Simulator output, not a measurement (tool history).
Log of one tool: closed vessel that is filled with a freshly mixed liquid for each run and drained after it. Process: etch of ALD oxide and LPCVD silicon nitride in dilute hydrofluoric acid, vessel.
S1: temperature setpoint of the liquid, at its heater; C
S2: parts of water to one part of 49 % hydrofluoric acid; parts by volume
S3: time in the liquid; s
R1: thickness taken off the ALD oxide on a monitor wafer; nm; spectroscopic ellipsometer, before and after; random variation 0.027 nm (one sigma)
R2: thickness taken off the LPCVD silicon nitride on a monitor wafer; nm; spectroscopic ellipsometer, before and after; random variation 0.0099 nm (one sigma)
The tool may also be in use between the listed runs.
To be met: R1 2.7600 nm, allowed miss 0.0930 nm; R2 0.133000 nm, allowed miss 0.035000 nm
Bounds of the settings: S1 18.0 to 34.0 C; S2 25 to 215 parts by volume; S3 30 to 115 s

run 1 day=0.000 | S1=26.0 S2=120 S3=60 | R1=7.5034 R2=0.330020
run 2 day=0.271 | S1=26.0 S2=120 S3=45 | R1=5.7244 R2=0.262660
run 3 day=0.383 | S1=29.5 S2=120 S3=45 | R1=6.3962 R2=0.318950
run 4 day=0.579 | S1=28.0 S2=135 S3=45 | R1=5.4062 R2=0.216370
run 5 day=0.750 | S1=28.0 S2=115 S3=45 | R1=6.4181 R2=0.275890
run 6 day=0.942 | S1=31.0 S2=115 S3=45 | R1=7.1169 R2=0.328930
run 7 day=1.254 | S1=28.5 S2=130 S3=45 | R1=5.6924 R2=0.247270
run 8 day=1.575 | S1=24.5 S2=180 S3=45 | R1=3.2901 R2=0.170250
-- day=1.671 hydrofluoric acid flow meter replaced
run 9 day=1.671 | S1=20.5 S2=185 S3=45 | R1=2.5319 R2=0.099154
run 10 day=1.708 | S1=21.0 S2=185 S3=45 | R1=2.5589 R2=0.106680
run 11 day=1.967 | S1=21.5 S2=185 S3=45 | R1=2.6040 R2=0.121410
run 12 day=2.012 | S1=21.5 S2=185 S3=45 | R1=2.6054 R2=0.119300

5 next moves are on the table. One of them brings every result within its allowed miss. Which?
run A day=2.058 | S1=18.5 S2=170 S3=45 | R1=? R2=?
run B day=2.058 | S1=24.5 S2=155 S3=30 | R1=? R2=?
run C day=2.058 | S1=18.0 S2=150 S3=40 | R1=? R2=?
run D day=2.058 | S1=19.5 S2=190 S3=45 | R1=? R2=?
run E day=2.058 | S1=25.0 S2=195 S3=45 | R1=? R2=?

move=A R1=2.5489 R2=0.102460
move=B R1=2.3914 R2=0.110860
move=C R1=2.5667 R2=0.099377
move=D R1=2.3263 R2=0.098343
move=E R1=2.7769 R2=0.136660
A: further off than the last run
B: further off than the last run
C: further off than the last run
D: further off than the last run
E: meets every target
Move E is the one to make.
